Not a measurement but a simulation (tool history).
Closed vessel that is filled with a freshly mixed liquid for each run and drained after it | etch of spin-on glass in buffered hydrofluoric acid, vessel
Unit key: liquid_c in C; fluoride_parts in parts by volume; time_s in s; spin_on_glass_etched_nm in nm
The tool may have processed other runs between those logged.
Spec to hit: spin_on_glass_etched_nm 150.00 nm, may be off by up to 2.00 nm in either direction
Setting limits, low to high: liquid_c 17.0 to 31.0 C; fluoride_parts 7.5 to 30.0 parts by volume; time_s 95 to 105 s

run,hour,liquid_c,fluoride_parts,time_s,spin_on_glass_etched_nm
1,0.0,23.0,20.5,95,177.63
2,7.7,23.0,20.5,105,197.80
3,11.8,21.5,20.5,105,181.77
4,17.4,21.0,20.5,105,175.02
5,24.3,20.5,20.5,105,171.15
6,27.8,20.5,20.5,105,171.41
7,34.7,20.0,20.5,105,166.49
8,41.2,19.5,20.5,105,163.08
9,47.7,19.0,20.5,105,158.35
10,55.7,18.5,20.5,105,153.02

Exactly one of the 5 candidate moves below puts every result within its allowed miss. Which one?
A,63.7,19.5,22.5,100,?
B,63.7,20.5,23.0,100,?
C,63.7,19.0,21.0,105,?
D,63.7,19.0,23.0,105,?
E,63.7,19.5,22.0,100,?

move,spin_on_glass_etched_nm
A,143.83
B,149.86
C,153.98
D,144.61
E,146.08
A: moves the result that the last run missed by most past its target, out the other side
B: all results in spec
C: lands further from the targets than the last run did
D: moves the result that the last run missed by most past its target, out the other side
E: moves the result that the last run missed by most past its target, out the other side
Correct choice: B, which meets every target

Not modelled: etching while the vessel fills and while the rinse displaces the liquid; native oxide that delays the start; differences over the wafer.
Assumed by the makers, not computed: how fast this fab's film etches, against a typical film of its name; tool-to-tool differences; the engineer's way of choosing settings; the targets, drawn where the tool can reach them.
